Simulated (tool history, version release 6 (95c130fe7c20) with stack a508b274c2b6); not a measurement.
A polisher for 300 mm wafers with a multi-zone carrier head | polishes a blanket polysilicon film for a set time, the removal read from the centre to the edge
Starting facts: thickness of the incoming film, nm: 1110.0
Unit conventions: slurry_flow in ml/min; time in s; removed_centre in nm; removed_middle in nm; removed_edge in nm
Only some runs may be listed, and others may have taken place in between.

{"run": 1, "day": 0.0, "slurry_flow": 155, "centre_zone": 1, "middle_zone": 1, "edge_zone": 1, "time": 37, "removed_centre": 380.62, "removed_middle": 386.64, "removed_edge": 360.3}
{"run": 2, "day": 0.288, "slurry_flow": 140, "centre_zone": 1, "middle_zone": 1, "edge_zone": 1, "time": 37, "removed_centre": 364.09, "removed_middle": 376.13, "removed_edge": 359.44}
{"run": 3, "day": 0.417, "slurry_flow": 140, "centre_zone": 1, "middle_zone": 1, "edge_zone": 1, "time": 42, "removed_centre": 418.24, "removed_middle": 434.15, "removed_edge": 408.45}
{"run": 4, "day": 0.671, "slurry_flow": 150, "centre_zone": 1, "middle_zone": 1, "edge_zone": 1.03, "time": 42, "removed_centre": 422.1, "removed_middle": 440.07, "removed_edge": 419.5}
{"run": 5, "day": 0.775, "slurry_flow": 150, "centre_zone": 1, "middle_zone": 1, "edge_zone": 1.03, "time": 48, "removed_centre": 486.83, "removed_middle": 512.02, "removed_edge": 485.54}
{"run": 6, "day": 1.067, "slurry_flow": 145, "centre_zone": 1, "middle_zone": 0.99, "edge_zone": 1.03, "time": 48, "removed_centre": 482.7, "removed_middle": 496.46, "removed_edge": 483.82}
{"run": 7, "day": 1.233, "slurry_flow": 140, "centre_zone": 1, "middle_zone": 0.98, "edge_zone": 1.02, "time": 48, "removed_centre": 480.16, "removed_middle": 483.39, "removed_edge": 471.01}

Run 8 comes next. What will it give?
{"day": 1.329, "done": "edge zone pressure recalibrated"}
{"run": 8, "day": 1.329, "slurry_flow": 140, "centre_zone": 1, "middle_zone": 0.98, "edge_zone": 1.02, "time": 48, "removed_centre": "?", "removed_middle": "?", "removed_edge": "?"}

{"run 8": {"removed_centre": 475.25, "removed_middle": 479.78, "removed_edge": 491.07}}

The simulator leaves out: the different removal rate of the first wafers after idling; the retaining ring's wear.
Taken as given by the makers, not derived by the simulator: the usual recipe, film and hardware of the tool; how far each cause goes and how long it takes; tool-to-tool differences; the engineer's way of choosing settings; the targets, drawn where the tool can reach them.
